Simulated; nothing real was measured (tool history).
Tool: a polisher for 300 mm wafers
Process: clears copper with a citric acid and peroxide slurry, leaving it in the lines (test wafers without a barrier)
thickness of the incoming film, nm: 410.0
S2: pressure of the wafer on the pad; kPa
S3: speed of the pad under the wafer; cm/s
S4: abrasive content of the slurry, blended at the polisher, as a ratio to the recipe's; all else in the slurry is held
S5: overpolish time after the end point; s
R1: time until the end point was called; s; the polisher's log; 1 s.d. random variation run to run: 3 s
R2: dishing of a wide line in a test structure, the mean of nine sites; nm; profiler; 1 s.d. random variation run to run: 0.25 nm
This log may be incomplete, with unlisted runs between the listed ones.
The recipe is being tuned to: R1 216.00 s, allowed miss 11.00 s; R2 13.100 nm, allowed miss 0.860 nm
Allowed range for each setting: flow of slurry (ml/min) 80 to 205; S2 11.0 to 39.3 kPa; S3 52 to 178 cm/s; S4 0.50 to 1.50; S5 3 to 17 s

{"run": 1, "day": 0.0, "flow of slurry (ml/min)": 135, "S2": 24.8, "S3": 114, "S4": 1.0, "S5": 9, "R1": 117.18, "R2": 23.66}
{"run": 2, "day": 0.062, "flow of slurry (ml/min)": 150, "S2": 24.8, "S3": 114, "S4": 1.0, "S5": 9, "R1": 116.04, "R2": 23.449}
{"run": 3, "day": 0.2, "flow of slurry (ml/min)": 150, "S2": 24.8, "S3": 114, "S4": 1.0, "S5": 12, "R1": 116.29, "R2": 30.088}
{"run": 4, "day": 0.371, "flow of slurry (ml/min)": 150, "S2": 22.1, "S3": 110, "S4": 1.0, "S5": 11, "R1": 132.36, "R2": 25.115}
{"run": 5, "day": 0.654, "flow of slurry (ml/min)": 150, "S2": 22.1, "S3": 110, "S4": 1.0, "S5": 9, "R1": 131.93, "R2": 20.717}
{"run": 6, "day": 1.021, "flow of slurry (ml/min)": 170, "S2": 22.1, "S3": 110, "S4": 1.0, "S5": 9, "R1": 128.49, "R2": 21.109}
{"run": 7, "day": 1.225, "flow of slurry (ml/min)": 170, "S2": 20.0, "S3": 108, "S4": 1.0, "S5": 9, "R1": 144.48, "R2": 19.314}
{"run": 8, "day": 1.412, "flow of slurry (ml/min)": 170, "S2": 17.9, "S3": 108, "S4": 1.0, "S5": 9, "R1": 160.66, "R2": 17.123}
{"run": 9, "day": 1.604, "flow of slurry (ml/min)": 170, "S2": 16.5, "S3": 108, "S4": 1.0, "S5": 9, "R1": 176.01, "R2": 16.331}
{"run": 10, "day": 1.8, "flow of slurry (ml/min)": 165, "S2": 15.9, "S3": 108, "S4": 1.0, "S5": 9, "R1": 177.49, "R2": 15.276}
{"run": 11, "day": 2.054, "flow of slurry (ml/min)": 160, "S2": 15.2, "S3": 108, "S4": 1.0, "S5": 9, "R1": 191.14, "R2": 14.319}

Which one of the following 5 next-run settings gets every result inside its allowed miss? There is exactly one.
{"run": "A", "day": 2.308, "flow of slurry (ml/min)": 135, "S2": 17.9, "S3": 108, "S4": 1.05, "S5": 8, "R1": "?", "R2": "?"}
{"run": "B", "day": 2.308, "flow of slurry (ml/min)": 195, "S2": 16.5, "S3": 98, "S4": 1.0, "S5": 7, "R1": "?", "R2": "?"}
{"run": "C", "day": 2.308, "flow of slurry (ml/min)": 175, "S2": 15.9, "S3": 116, "S4": 0.85, "S5": 7, "R1": "?", "R2": "?"}
{"run": "D", "day": 2.308, "flow of slurry (ml/min)": 185, "S2": 15.2, "S3": 118, "S4": 0.95, "S5": 9, "R1": "?", "R2": "?"}
{"run": "E", "day": 2.308, "flow of slurry (ml/min)": 155, "S2": 11.7, "S3": 116, "S4": 1.2, "S5": 9, "R1": "?", "R2": "?"}

move=A R1=164.55 R2=15.232
move=B R1=180.57 R2=12.297
move=C R1=176.23 R2=12.573
move=D R1=175.46 R2=15.956
move=E R1=220.85 R2=12.809
A: further off than the last run
B: further off than the last run
C: further off than the last run
D: further off than the last run
E: hits every target within its allowed miss
The right move is E.
